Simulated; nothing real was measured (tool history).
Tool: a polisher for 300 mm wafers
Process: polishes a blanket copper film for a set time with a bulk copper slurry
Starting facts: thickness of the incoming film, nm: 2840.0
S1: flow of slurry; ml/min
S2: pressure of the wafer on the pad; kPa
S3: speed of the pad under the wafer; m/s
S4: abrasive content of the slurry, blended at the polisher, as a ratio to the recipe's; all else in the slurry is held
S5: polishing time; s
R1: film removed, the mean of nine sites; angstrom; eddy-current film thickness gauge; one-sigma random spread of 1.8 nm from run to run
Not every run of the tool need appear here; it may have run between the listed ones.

| run | hour | S1 | S2 | S3 | S4 | S5 | R1 |
|---|---|---|---|---|---|---|---|
| 1 | 0 | 240 | 12.4 | 0.88 | 1 | 23 | 1321.3 |
| 2 | 7.7 | 240 | 12.4 | 0.66 | 1 | 23 | 1000.2 |
| 3 | 15.6 | 240 | 12.4 | 0.66 | 1.15 | 23 | 992.5 |
| 4 | 24.2 | 240 | 12.4 | 0.58 | 1.15 | 23 | 909.14 |
| 5 | 32 | 210 | 12.4 | 0.58 | 1.15 | 23 | 892.11 |
| 6 | 33.2 | 210 | 12.4 | 0.58 | 1.15 | 21 | 802.39 |
| 7 | 39.6 | 225 | 13.8 | 0.6 | 1.15 | 21 | 928.05 |
| 8 | 43.2 | 235 | 15.2 | 0.62 | 1.15 | 21 | 1038.7 |
| 9 | 52 | 240 | 15.9 | 0.64 | 1.15 | 21 | 1130.2 |
| 10 | 59.5 | 245 | 16.5 | 0.66 | 1.15 | 21 | 1207 |

For run 11, what comes out?
| 11 | 66.1 | 250 | 17.2 | 0.68 | 1.15 | 21 | ? |

{"run 11": {"R1": 1283.2}}
